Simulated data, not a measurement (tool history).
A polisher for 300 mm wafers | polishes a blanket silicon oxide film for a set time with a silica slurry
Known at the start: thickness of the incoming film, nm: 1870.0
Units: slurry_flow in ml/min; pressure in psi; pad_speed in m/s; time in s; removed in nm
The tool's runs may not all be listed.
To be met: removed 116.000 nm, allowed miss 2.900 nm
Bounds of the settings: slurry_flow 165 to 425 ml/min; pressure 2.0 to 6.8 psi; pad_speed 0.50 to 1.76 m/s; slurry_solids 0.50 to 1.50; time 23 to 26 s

| run | hour | slurry_flow | pressure | pad_speed | slurry_solids | time | removed |
|---|---|---|---|---|---|---|---|
| 1 | 0.0 | 275 | 4.4 | 1.12 | 1.00 | 26 | 69.938 |
| 2 | 5.9 | 275 | 5.2 | 1.12 | 1.00 | 26 | 81.216 |
| 3 | 7.5 | 225 | 5.2 | 1.12 | 1.00 | 26 | 79.275 |
| 4 | 12.1 | 235 | 5.5 | 1.12 | 1.00 | 26 | 83.125 |
| 5 | 19.3 | 250 | 5.7 | 1.14 | 1.00 | 26 | 88.536 |
| 6 | 25.1 | 250 | 5.7 | 0.98 | 1.00 | 26 | 80.532 |
| 7 | 32.0 | 260 | 5.9 | 1.00 | 1.00 | 26 | 85.107 |
| 8 | 37.8 | 260 | 6.8 | 1.18 | 1.00 | 26 | 107.820 |
| 9 | 44.4 | 260 | 6.8 | 1.18 | 1.00 | 26 | 106.510 |
| 10 | 49.1 | 260 | 6.8 | 1.20 | 1.00 | 26 | 107.340 |
| 11 | 53.1 | 260 | 6.8 | 1.22 | 1.00 | 26 | 109.140 |
| 12 | 61.1 | 260 | 6.8 | 1.24 | 1.00 | 26 | 109.700 |
| 13 | 69.7 | 260 | 6.8 | 1.26 | 1.00 | 26 | 111.770 |

4 next moves are on the table. One of them brings every result within its allowed miss. Which?
| A | 78.3 | 325 | 6.5 | 1.24 | 1.05 | 25 | ? |
| B | 78.3 | 265 | 6.7 | 1.32 | 0.95 | 26 | ? |
| C | 78.3 | 265 | 6.6 | 1.26 | 1.05 | 25 | ? |
| D | 78.3 | 265 | 6.8 | 1.36 | 1.00 | 26 | ? |

| move | removed |
|---|---|
| A | 107.130 |
| B | 108.610 |
| C | 107.560 |
| D | 116.630 |
A: further off than the last run
B: further off than the last run
C: further off than the last run
D: meets every target
The right move is D.
